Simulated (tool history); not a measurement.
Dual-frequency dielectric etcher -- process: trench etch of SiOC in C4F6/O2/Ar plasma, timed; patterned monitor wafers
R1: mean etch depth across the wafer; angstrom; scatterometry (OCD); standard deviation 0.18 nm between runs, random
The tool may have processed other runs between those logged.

{"run": 1, "hour": 0.0, "source power (kW)": 0.47, "bias power (kW)": 0.152, "etch time (s)": 17.5, "R1": 356.65}
{"run": 2, "hour": 1.4, "source power (kW)": 0.44, "bias power (kW)": 0.148, "etch time (s)": 17.5, "R1": 343.38}
{"run": 3, "hour": 4.9, "source power (kW)": 0.49, "bias power (kW)": 0.148, "etch time (s)": 17.5, "R1": 361.02}
{"run": 4, "hour": 5.5, "source power (kW)": 0.49, "bias power (kW)": 0.171, "etch time (s)": 17.5, "R1": 379.42}
{"run": 5, "hour": 8.9, "source power (kW)": 0.46, "bias power (kW)": 0.166, "etch time (s)": 17.5, "R1": 367.54}
{"run": 6, "hour": 14.2, "source power (kW)": 0.46, "bias power (kW)": 0.166, "etch time (s)": 18.0, "R1": 372.4}
{"run": 7, "hour": 20.6, "source power (kW)": 0.43, "bias power (kW)": 0.161, "etch time (s)": 18.0, "R1": 355.22}
{"run": 8, "hour": 23.0, "source power (kW)": 0.41, "bias power (kW)": 0.16, "etch time (s)": 18.0, "R1": 347.55}
{"run": 9, "hour": 24.8, "source power (kW)": 0.39, "bias power (kW)": 0.158, "etch time (s)": 18.0, "R1": 339.81}
{"run": 10, "hour": 29.0, "source power (kW)": 0.37, "bias power (kW)": 0.156, "etch time (s)": 18.0, "R1": 330.32}
{"run": 11, "hour": 31.5, "source power (kW)": 0.36, "bias power (kW)": 0.154, "etch time (s)": 18.0, "R1": 323.3}
{"run": 12, "hour": 35.2, "source power (kW)": 0.35, "bias power (kW)": 0.153, "etch time (s)": 18.0, "R1": 318.86}
{"run": 13, "hour": 39.4, "source power (kW)": 0.28, "bias power (kW)": 0.137, "etch time (s)": 18.0, "R1": 270.12}

Expected results for the next run?
{"run": 14, "hour": 41.1, "source power (kW)": 0.28, "bias power (kW)": 0.137, "etch time (s)": 18.0, "R1": "?"}

{"run 14": {"R1": 270.08}}

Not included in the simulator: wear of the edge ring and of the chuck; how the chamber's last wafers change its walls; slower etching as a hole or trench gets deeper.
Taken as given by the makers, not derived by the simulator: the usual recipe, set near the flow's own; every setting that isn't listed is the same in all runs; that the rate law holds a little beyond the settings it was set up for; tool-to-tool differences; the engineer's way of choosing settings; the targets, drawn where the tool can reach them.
